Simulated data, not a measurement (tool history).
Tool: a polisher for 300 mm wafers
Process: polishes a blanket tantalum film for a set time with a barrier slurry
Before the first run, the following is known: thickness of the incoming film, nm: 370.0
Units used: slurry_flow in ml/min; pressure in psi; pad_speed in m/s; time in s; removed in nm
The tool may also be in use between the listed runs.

{"run": 1, "hour": 0.0, "slurry_flow": 190, "pressure": 2.3, "pad_speed": 0.98, "slurry_solids": 1, "time": 74, "removed": 103.33}
{"run": 2, "hour": 1.7, "slurry_flow": 195, "pressure": 2.6, "pad_speed": 1, "slurry_solids": 1, "time": 74, "removed": 117.81}
{"run": 3, "hour": 8.6, "slurry_flow": 195, "pressure": 2.6, "pad_speed": 0.88, "slurry_solids": 1, "time": 74, "removed": 107.36}
{"run": 4, "hour": 16.7, "slurry_flow": 195, "pressure": 2.6, "pad_speed": 1.06, "slurry_solids": 1, "time": 74, "removed": 127.47}
{"run": 5, "hour": 23.5, "slurry_flow": 195, "pressure": 2.6, "pad_speed": 0.84, "slurry_solids": 1, "time": 74, "removed": 101.4}
{"run": 6, "hour": 32.4, "slurry_flow": 200, "pressure": 2.8, "pad_speed": 0.9, "slurry_solids": 1, "time": 74, "removed": 116.25}
{"run": 7, "hour": 38.7, "slurry_flow": 200, "pressure": 3, "pad_speed": 0.96, "slurry_solids": 1, "time": 74, "removed": 133.96}
{"run": 8, "hour": 41.5, "slurry_flow": 205, "pressure": 3.1, "pad_speed": 1, "slurry_solids": 1, "time": 74, "removed": 143.28}
{"run": 9, "hour": 47.2, "slurry_flow": 205, "pressure": 3.1, "pad_speed": 1, "slurry_solids": 1, "time": 74, "removed": 143.11}
{"run": 10, "hour": 55.6, "slurry_flow": 205, "pressure": 3.2, "pad_speed": 1.04, "slurry_solids": 1, "time": 74, "removed": 154.1}
{"run": 11, "hour": 63.2, "slurry_flow": 205, "pressure": 3.3, "pad_speed": 1.08, "slurry_solids": 1, "time": 74, "removed": 164.82}
{"run": 12, "hour": 67.8, "slurry_flow": 210, "pressure": 3.4, "pad_speed": 1.12, "slurry_solids": 1, "time": 74, "removed": 174.6}
{"run": 13, "hour": 69.2, "slurry_flow": 210, "pressure": 3.4, "pad_speed": 1.16, "slurry_solids": 1, "time": 74, "removed": 182.31}
{"run": 14, "hour": 77.2, "slurry_flow": 210, "pressure": 3.4, "pad_speed": 1.18, "slurry_solids": 1, "time": 74, "removed": 184.31}

The next listed run, before its measurement:
{"run": 15, "hour": 81.7, "slurry_flow": 210, "pressure": 3.4, "pad_speed": 1.2, "slurry_solids": 1, "time": 74, "removed": "?"}

Run 15 yielded removed 188.43 nm.
